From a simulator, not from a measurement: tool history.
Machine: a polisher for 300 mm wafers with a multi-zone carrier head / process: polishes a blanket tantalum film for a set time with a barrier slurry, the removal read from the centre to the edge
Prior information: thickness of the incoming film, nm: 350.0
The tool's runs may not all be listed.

run	hour	flow of slurry (ml/min)	pressure of the head's centre zone	pressure of the head's middle zone	pressure of the head's edge zone	abrasive content of the slurry	polishing time (s)	film removed at the wafer's centre (angstrom)	film removed at mid-radius (angstrom)	film removed at the wafer's edge (angstrom)
1	0	120	1	1	1	1	72	1219.8	1239.9	1178.4
2	2.3	120	1	1	1	1	65	1094.8	1121.3	1067
3	10.3	115	0.97	1	0.98	0.9	64	1015	1061.9	1032
4	17.7	85	0.97	1	0.98	0.9	64	967.37	1006.4	1000.3
5	24.8	90	0.95	1.02	0.96	0.85	61	879.35	965.77	933.36
6	28.4	90	0.94	1.03	0.94	0.8	60	832.12	954.05	883.71
7	33.2	90	0.93	1.03	0.92	0.75	60	827.57	919.48	864.05
8	41.4	90	0.91	1.04	0.91	0.7	60	786.16	923.35	843.61
9	46.9	90	0.9	1.04	0.9	0.65	60	764.86	910.53	816.9
# hour 51.2: edge zone pressure recalibrated
10	51.2	90	0.89	1.03	0.89	0.65	60	763.02	902.9	863.04

The next listed run, before its measurement:
11	54.9	90	0.89	1.04	0.89	0.6	59	?	?	?

{"run 11": {"film removed at the wafer's centre (angstrom)": 733.38, "film removed at mid-radius (angstrom)": 876.02, "film removed at the wafer's edge (angstrom)": 808.98}}
